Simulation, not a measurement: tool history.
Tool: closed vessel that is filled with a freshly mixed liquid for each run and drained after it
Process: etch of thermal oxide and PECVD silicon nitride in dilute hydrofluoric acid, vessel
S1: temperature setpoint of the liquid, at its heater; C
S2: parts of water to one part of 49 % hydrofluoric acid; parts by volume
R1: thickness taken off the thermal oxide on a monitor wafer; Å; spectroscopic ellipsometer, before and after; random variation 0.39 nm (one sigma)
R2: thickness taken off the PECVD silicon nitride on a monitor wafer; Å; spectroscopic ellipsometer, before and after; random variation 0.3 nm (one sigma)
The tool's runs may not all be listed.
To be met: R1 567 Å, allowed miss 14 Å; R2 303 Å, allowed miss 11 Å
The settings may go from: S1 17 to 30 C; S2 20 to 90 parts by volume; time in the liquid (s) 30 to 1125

Run 1, hour 0: S1 22 C, S2 50 parts by volume, time in the liquid (s) 575. Result: R1 536.98 Å, R2 234.12 Å.
Run 2, hour 3: S1 22 C, S2 45 parts by volume, time in the liquid (s) 575. Result: R1 597.25 Å, R2 257.07 Å.
Run 3, hour 9: S1 19 C, S2 45 parts by volume, time in the liquid (s) 575. Result: R1 529.82 Å, R2 204.4 Å.
Run 4, hour 13.2: S1 21.5 C, S2 50 parts by volume, time in the liquid (s) 580. Result: R1 531.6 Å, R2 224.84 Å.
Run 5, hour 19.3: S1 24.5 C, S2 50 parts by volume, time in the liquid (s) 580. Result: R1 600.41 Å, R2 276.69 Å.
Run 6, hour 26.4: S1 26 C, S2 55 parts by volume, time in the liquid (s) 585. Result: R1 573.59 Å, R2 274.69 Å.
Run 7, hour 32.7: S1 27 C, S2 55 parts by volume, time in the liquid (s) 585. Result: R1 602.68 Å, R2 298.46 Å.
Run 8, hour 40.7: S1 27.5 C, S2 60 parts by volume, time in the liquid (s) 590. Result: R1 563.04 Å, R2 287.43 Å.

Which of these 5 next moves meets every target?
Run A, hour 48.7: S1 25 C, S2 50 parts by volume, time in the liquid (s) 565. Result: R1 ?, R2 ?.
Run B, hour 48.7: S1 28 C, S2 65 parts by volume, time in the liquid (s) 595. Result: R1 ?, R2 ?.
Run C, hour 48.7: S1 25 C, S2 45 parts by volume, time in the liquid (s) 505. Result: R1 ?, R2 ?.
Run D, hour 48.7: S1 26 C, S2 45 parts by volume, time in the liquid (s) 465. Result: R1 ?, R2 ?.
Run E, hour 48.7: S1 28.5 C, S2 85 parts by volume, time in the liquid (s) 830. Result: R1 ?, R2 ?.

move      R1      R2
   A  596.62  276.54
   B  533.78  274.05
   C  596.57  274.04
   D  572.21  269.78
   E   564.4  302.36
A: further off than the last run
B: further off than the last run
C: further off than the last run
D: further off than the last run
E: meets every target
The right move is E.
